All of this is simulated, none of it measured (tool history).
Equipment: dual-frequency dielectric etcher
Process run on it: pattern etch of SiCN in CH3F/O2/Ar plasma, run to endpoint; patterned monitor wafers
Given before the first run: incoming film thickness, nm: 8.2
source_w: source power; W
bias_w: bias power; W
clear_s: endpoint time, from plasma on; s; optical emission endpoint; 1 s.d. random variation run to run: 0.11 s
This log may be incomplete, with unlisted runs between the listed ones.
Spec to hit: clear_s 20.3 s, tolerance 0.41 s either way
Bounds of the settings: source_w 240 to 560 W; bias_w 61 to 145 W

Run 1, day 0: source_w 400 W, bias_w 103 W. Result: clear_s 17.845 s.
Run 2, day 0.071: source_w 440 W, bias_w 103 W. Result: clear_s 17.194 s.
Run 3, day 0.138: source_w 410 W, bias_w 101 W. Result: clear_s 17.837 s.
Run 4, day 0.446: source_w 390 W, bias_w 100 W. Result: clear_s 18.161 s.
Run 5, day 0.517: source_w 370 W, bias_w 99 W. Result: clear_s 18.731 s.
Run 6, day 0.833: source_w 410 W, bias_w 99 W. Result: clear_s 17.878 s.
Run 7, day 1.167: source_w 390 W, bias_w 98 W. Result: clear_s 18.286 s.
Run 8, day 1.496: source_w 370 W, bias_w 97 W. Result: clear_s 18.796 s.
Run 9, day 1.742: source_w 360 W, bias_w 96 W. Result: clear_s 19.036 s.
Run 10, day 1.767: source_w 350 W, bias_w 95 W. Result: clear_s 19.243 s.
Run 11, day 2.046: source_w 340 W, bias_w 94 W. Result: clear_s 19.474 s.
Run 12, day 2.075: source_w 300 W, bias_w 91 W. Result: clear_s 20.795 s.

4 candidate next runs follow, results not yet known. Just one meets every target within its allowed miss. Identify it.
Run A, day 2.104: source_w 300 W, bias_w 84 W. Result: clear_s ?.
Run B, day 2.104: source_w 340 W, bias_w 62 W. Result: clear_s ?.
Run C, day 2.104: source_w 290 W, bias_w 90 W. Result: clear_s ?.
Run D, day 2.104: source_w 330 W, bias_w 86 W. Result: clear_s ?.

move  clear_s
   A   21.176
   B   21.069
   C   21.226
   D   20.187
A: moves away from the targets compared with the last run
B: moves away from the targets compared with the last run
C: moves away from the targets compared with the last run
D: every result lands within tolerance
Go with D: it meets all targets.
